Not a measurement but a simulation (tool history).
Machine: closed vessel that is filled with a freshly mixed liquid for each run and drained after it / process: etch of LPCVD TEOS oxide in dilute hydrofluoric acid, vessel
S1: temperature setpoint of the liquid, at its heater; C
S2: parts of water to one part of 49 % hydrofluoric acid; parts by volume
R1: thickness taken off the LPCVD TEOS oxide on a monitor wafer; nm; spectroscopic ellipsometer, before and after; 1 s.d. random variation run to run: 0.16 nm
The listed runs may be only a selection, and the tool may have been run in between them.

{"run": 1, "day": 0.0, "S1": 24, "S2": 260, "time in the liquid (s)": 315, "R1": 28.851}
{"run": 2, "day": 0.221, "S1": 24, "S2": 260, "time in the liquid (s)": 340, "R1": 31.014}
{"run": 3, "day": 0.333, "S1": 24, "S2": 260, "time in the liquid (s)": 315, "R1": 28.517}
{"run": 4, "day": 0.525, "S1": 22.5, "S2": 265, "time in the liquid (s)": 315, "R1": 26.305}
{"run": 5, "day": 0.604, "S1": 22.5, "S2": 265, "time in the liquid (s)": 340, "R1": 28.904}
{"run": 6, "day": 0.638, "S1": 21.5, "S2": 270, "time in the liquid (s)": 340, "R1": 26.758}
{"day": 0.838, "done": "thermometer replaced"}
{"run": 7, "day": 0.838, "S1": 20.5, "S2": 275, "time in the liquid (s)": 340, "R1": 24.531}
{"run": 8, "day": 0.892, "S1": 20, "S2": 275, "time in the liquid (s)": 340, "R1": 24.06}

Run 9 comes next. What will it give?
{"run": 9, "day": 1.158, "S1": 19.5, "S2": 275, "time in the liquid (s)": 340, "R1": "?"}

R1: 23.404 nm
